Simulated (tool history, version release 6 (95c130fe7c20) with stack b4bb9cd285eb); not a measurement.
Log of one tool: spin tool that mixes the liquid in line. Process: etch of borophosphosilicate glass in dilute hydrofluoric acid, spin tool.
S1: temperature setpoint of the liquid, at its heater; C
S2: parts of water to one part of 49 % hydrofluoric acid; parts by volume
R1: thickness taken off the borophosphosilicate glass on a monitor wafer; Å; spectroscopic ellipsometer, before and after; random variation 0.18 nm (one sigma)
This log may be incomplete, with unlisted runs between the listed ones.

run 1 hour=0 | S1=23 S2=45 time_under_the_liquid_(s)=45 | R1=299.72
run 2 hour=2.6 | S1=25.5 S2=45 time_under_the_liquid_(s)=45 | R1=325.65
run 3 hour=8.8 | S1=25.5 S2=45 time_under_the_liquid_(s)=45 | R1=328.92
run 4 hour=16.5 | S1=23.5 S2=45 time_under_the_liquid_(s)=45 | R1=301.66
run 5 hour=20.8 | S1=22 S2=45 time_under_the_liquid_(s)=45 | R1=281.97
run 6 hour=25.5 | S1=22 S2=45 time_under_the_liquid_(s)=50 | R1=316.28
run 7 hour=30 | S1=21 S2=45 time_under_the_liquid_(s)=50 | R1=300.69
run 8 hour=31.5 | S1=20 S2=45 time_under_the_liquid_(s)=50 | R1=288.62
run 9 hour=33 | S1=19.5 S2=45 time_under_the_liquid_(s)=50 | R1=284.23
run 10 hour=41 | S1=19 S2=45 time_under_the_liquid_(s)=50 | R1=276.84
run 11 hour=44 | S1=18.5 S2=45 time_under_the_liquid_(s)=50 | R1=270.12

Run 12 has not been measured yet. What should we expect?
run 12 hour=50.5 | S1=18 S2=45 time_under_the_liquid_(s)=50 | R1=?

Run 12 measured R1 260.82 Å.
